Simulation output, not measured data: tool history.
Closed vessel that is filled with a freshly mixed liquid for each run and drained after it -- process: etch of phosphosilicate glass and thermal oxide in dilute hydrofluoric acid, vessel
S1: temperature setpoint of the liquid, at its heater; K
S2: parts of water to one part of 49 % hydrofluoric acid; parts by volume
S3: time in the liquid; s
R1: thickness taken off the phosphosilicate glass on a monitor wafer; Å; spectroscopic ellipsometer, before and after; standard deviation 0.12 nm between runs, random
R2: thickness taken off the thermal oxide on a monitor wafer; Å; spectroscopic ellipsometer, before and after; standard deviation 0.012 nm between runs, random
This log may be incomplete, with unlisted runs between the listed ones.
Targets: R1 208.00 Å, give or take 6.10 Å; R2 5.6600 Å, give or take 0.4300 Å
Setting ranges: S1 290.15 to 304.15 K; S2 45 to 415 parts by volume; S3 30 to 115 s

Run 1, hour 0.0: S1 296.15 K, S2 230 parts by volume, S3 60 s. Result: R1 362.01 Å, R2 9.9906 Å.
Run 2, hour 1.4: S1 295.15 K, S2 240 parts by volume, S3 60 s. Result: R1 328.54 Å, R2 8.8049 Å.
Run 3, hour 10.3: S1 294.65 K, S2 250 parts by volume, S3 60 s. Result: R1 306.41 Å, R2 8.6036 Å.
Run 4, hour 11.8: S1 294.65 K, S2 295 parts by volume, S3 60 s. Result: R1 252.54 Å, R2 7.0407 Å.
Run 5, hour 18.4: S1 294.15 K, S2 295 parts by volume, S3 60 s. Result: R1 244.64 Å, R2 6.7768 Å.
Run 6, hour 21.8: S1 294.15 K, S2 370 parts by volume, S3 60 s. Result: R1 181.95 Å, R2 4.9009 Å.
Run 7, hour 28.4: S1 294.65 K, S2 370 parts by volume, S3 60 s. Result: R1 185.29 Å, R2 5.1078 Å.
Run 8, hour 29.0: S1 295.15 K, S2 370 parts by volume, S3 60 s. Result: R1 190.51 Å, R2 5.3063 Å.
Run 9, hour 30.8: S1 295.65 K, S2 365 parts by volume, S3 60 s. Result: R1 198.67 Å, R2 5.4542 Å.
Run 10, hour 38.7: S1 296.15 K, S2 365 parts by volume, S3 60 s. Result: R1 200.51 Å, R2 5.4385 Å.

Below are 5 possible settings for the next run. Only one of them brings all results inside the allowed miss of their targets. Which is it?
Run A, hour 46.6: S1 295.65 K, S2 315 parts by volume, S3 45 s. Result: R1 ?, R2 ?.
Run B, hour 46.6: S1 303.15 K, S2 415 parts by volume, S3 55 s. Result: R1 ?, R2 ?.
Run C, hour 46.6: S1 297.15 K, S2 365 parts by volume, S3 55 s. Result: R1 ?, R2 ?.
Run D, hour 46.6: S1 298.15 K, S2 410 parts by volume, S3 60 s. Result: R1 ?, R2 ?.
Run E, hour 46.6: S1 298.15 K, S2 370 parts by volume, S3 60 s. Result: R1 ?, R2 ?.

move      R1      R2
   A  177.79  4.8042
   B  191.19  5.1662
   C  188.50  5.0937
   D  181.57  4.9063
   E  208.74  5.6405
A: moves away from the targets compared with the last run
B: moves away from the targets compared with the last run
C: moves away from the targets compared with the last run
D: moves away from the targets compared with the last run
E: every result lands within tolerance
The move that meets every target is E.

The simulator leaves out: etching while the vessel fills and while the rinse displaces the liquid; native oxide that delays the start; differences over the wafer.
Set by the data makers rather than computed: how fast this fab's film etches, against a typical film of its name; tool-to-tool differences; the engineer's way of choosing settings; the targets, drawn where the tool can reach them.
